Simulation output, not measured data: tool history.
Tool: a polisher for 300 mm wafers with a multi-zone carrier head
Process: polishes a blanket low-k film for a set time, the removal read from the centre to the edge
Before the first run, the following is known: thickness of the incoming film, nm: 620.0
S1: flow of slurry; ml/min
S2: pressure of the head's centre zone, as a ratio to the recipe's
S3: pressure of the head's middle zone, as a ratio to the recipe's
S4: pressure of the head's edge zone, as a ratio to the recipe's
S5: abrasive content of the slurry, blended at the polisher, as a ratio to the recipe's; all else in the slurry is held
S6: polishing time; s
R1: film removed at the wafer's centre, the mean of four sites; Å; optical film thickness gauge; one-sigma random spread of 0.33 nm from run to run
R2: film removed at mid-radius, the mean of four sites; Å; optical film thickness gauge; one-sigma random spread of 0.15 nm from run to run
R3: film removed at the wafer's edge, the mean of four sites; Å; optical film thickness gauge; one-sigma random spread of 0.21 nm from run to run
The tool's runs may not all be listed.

run 1 day=0.000 | S1=305 S2=1.00 S3=1.00 S4=1.00 S5=1.0 S6=61 | R1=232.38 R2=241.49 R3=234.55
run 2 day=0.046 | S1=305 S2=1.00 S3=1.00 S4=0.96 S5=1.0 S6=61 | R1=227.13 R2=241.72 R3=231.20
run 3 day=0.300 | S1=310 S2=1.01 S3=0.99 S4=0.98 S5=1.0 S6=61 | R1=237.57 R2=239.31 R3=234.18
run 4 day=0.554 | S1=355 S2=1.01 S3=0.99 S4=0.98 S5=1.0 S6=61 | R1=238.11 R2=240.30 R3=234.43
run 5 day=0.842 | S1=355 S2=1.02 S3=0.98 S4=0.99 S5=1.0 S6=61 | R1=238.10 R2=238.75 R3=234.85
run 6 day=0.942 | S1=355 S2=1.03 S3=0.97 S4=1.00 S5=1.0 S6=61 | R1=246.90 R2=239.30 R3=239.55
run 7 day=1.233 | S1=355 S2=1.04 S3=0.96 S4=1.01 S5=1.0 S6=61 | R1=247.17 R2=234.26 R3=240.45

For run 8, what comes out?
run 8 day=1.404 | S1=355 S2=1.04 S3=0.96 S4=1.01 S5=1.0 S6=61 | R1=? R2=? R3=?

R1: 246.32 Å
R2: 237.01 Å
R3: 238.35 Å

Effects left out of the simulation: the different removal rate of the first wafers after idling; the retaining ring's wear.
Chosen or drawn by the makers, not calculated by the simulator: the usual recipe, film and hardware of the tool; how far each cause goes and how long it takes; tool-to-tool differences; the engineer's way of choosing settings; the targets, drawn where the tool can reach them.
